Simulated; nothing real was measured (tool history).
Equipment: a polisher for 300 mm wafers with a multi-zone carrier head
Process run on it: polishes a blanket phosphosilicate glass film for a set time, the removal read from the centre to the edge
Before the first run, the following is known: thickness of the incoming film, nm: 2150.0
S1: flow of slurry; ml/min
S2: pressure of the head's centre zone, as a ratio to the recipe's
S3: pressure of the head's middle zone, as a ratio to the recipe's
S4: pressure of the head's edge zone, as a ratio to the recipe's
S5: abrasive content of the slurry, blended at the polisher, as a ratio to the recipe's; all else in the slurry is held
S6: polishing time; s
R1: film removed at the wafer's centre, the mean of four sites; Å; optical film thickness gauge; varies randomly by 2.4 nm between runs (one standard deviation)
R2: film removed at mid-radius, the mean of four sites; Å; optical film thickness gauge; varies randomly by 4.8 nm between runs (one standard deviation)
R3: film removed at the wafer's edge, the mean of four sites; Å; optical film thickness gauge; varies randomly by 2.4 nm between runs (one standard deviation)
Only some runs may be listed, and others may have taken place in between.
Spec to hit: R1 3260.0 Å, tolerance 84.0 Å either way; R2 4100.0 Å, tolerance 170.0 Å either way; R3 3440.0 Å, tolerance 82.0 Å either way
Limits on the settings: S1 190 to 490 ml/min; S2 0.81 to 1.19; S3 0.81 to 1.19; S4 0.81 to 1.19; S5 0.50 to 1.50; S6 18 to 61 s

Run 1, hour 0.0: S1 315 ml/min, S2 1.00, S3 1.00, S4 1.00, S5 1.00, S6 39 s. Result: R1 2682.0 Å, R2 2738.1 Å, R3 2612.9 Å.
Run 2, hour 6.6: S1 315 ml/min, S2 1.00, S3 1.00, S4 1.06, S5 1.00, S6 39 s. Result: R1 2680.3 Å, R2 2801.3 Å, R3 2692.3 Å.
Run 3, hour 7.3: S1 315 ml/min, S2 1.00, S3 1.00, S4 1.11, S5 1.00, S6 39 s. Result: R1 2642.2 Å, R2 2825.7 Å, R3 2731.9 Å.
Run 4, hour 8.0: S1 315 ml/min, S2 1.00, S3 1.04, S4 1.11, S5 1.00, S6 39 s. Result: R1 2613.4 Å, R2 2779.5 Å, R3 2730.9 Å.
Run 5, hour 15.6: S1 315 ml/min, S2 1.00, S3 1.04, S4 1.11, S5 0.90, S6 39 s. Result: R1 2494.8 Å, R2 2774.1 Å, R3 2591.5 Å.
Run 6, hour 19.7: S1 265 ml/min, S2 1.00, S3 1.04, S4 1.11, S5 0.90, S6 39 s. Result: R1 2454.9 Å, R2 2629.4 Å, R3 2536.2 Å.
Run 7, hour 24.6: S1 315 ml/min, S2 0.99, S3 1.07, S4 1.08, S5 1.00, S6 40 s. Result: R1 2708.5 Å, R2 3033.7 Å, R3 2767.3 Å.
Run 8, hour 26.8: S1 340 ml/min, S2 0.99, S3 1.09, S4 1.10, S5 1.05, S6 40 s. Result: R1 2764.8 Å, R2 3086.8 Å, R3 2884.7 Å.
Run 9, hour 32.5: S1 365 ml/min, S2 0.97, S3 1.11, S4 1.07, S5 1.10, S6 40 s. Result: R1 2804.0 Å, R2 3346.9 Å, R3 2916.9 Å.
Run 10, hour 37.6: S1 380 ml/min, S2 0.97, S3 1.13, S4 1.08, S5 1.15, S6 40 s. Result: R1 2856.2 Å, R2 3326.1 Å, R3 3026.3 Å.
Run 11, hour 46.5: S1 385 ml/min, S2 0.96, S3 1.14, S4 1.05, S5 1.20, S6 40 s. Result: R1 2918.0 Å, R2 3509.2 Å, R3 3017.8 Å.
Run 12, hour 49.5: S1 385 ml/min, S2 0.96, S3 1.14, S4 1.05, S5 1.20, S6 40 s. Result: R1 2896.0 Å, R2 3471.8 Å, R3 3036.7 Å.
Run 13, hour 54.0: S1 395 ml/min, S2 0.95, S3 1.15, S4 1.04, S5 1.25, S6 40 s. Result: R1 2958.2 Å, R2 3645.0 Å, R3 3091.5 Å.
Run 14, hour 56.8: S1 395 ml/min, S2 0.95, S3 1.16, S4 1.04, S5 1.30, S6 40 s. Result: R1 3008.2 Å, R2 3612.4 Å, R3 3124.3 Å.
Run 15, hour 64.9: S1 410 ml/min, S2 0.94, S3 1.17, S4 1.04, S5 1.35, S6 40 s. Result: R1 3035.6 Å, R2 3831.9 Å, R3 3184.1 Å.
Run 16, hour 69.7: S1 415 ml/min, S2 0.94, S3 1.17, S4 1.05, S5 1.40, S6 40 s. Result: R1 3100.4 Å, R2 3869.0 Å, R3 3234.8 Å.

Exercise: of the 5 proposed moves below, exactly one satisfies all targets within the stated allowed misses. Which move is it?
Run A, hour 74.5: S1 410 ml/min, S2 0.98, S3 1.12, S4 0.99, S5 1.40, S6 38 s. Result: R1 ?, R2 ?, R3 ?.
Run B, hour 74.5: S1 420 ml/min, S2 1.00, S3 1.08, S4 1.16, S5 1.25, S6 43 s. Result: R1 ?, R2 ?, R3 ?.
Run C, hour 74.5: S1 410 ml/min, S2 0.95, S3 1.14, S4 1.14, S5 1.50, S6 42 s. Result: R1 ?, R2 ?, R3 ?.
Run D, hour 74.5: S1 460 ml/min, S2 0.88, S3 1.11, S4 1.03, S5 1.25, S6 47 s. Result: R1 ?, R2 ?, R3 ?.
Run E, hour 74.5: S1 335 ml/min, S2 0.94, S3 1.18, S4 1.06, S5 1.50, S6 42 s. Result: R1 ?, R2 ?, R3 ?.

move      R1      R2      R3
   A  3018.2  3503.8  2939.6
   B  3319.2  3678.0  3443.0
   C  3340.7  4034.5  3577.6
   D  3296.1  4138.9  3559.2
   E  3257.9  4089.5  3406.3
A: lands further from the targets than the last run did
B: puts the biggest miss on target and leaves a different result outside tolerance
C: takes the biggest miss from the last run beyond its target
D: takes the biggest miss from the last run beyond its target
E: every result lands within tolerance
Move E is the one to make.
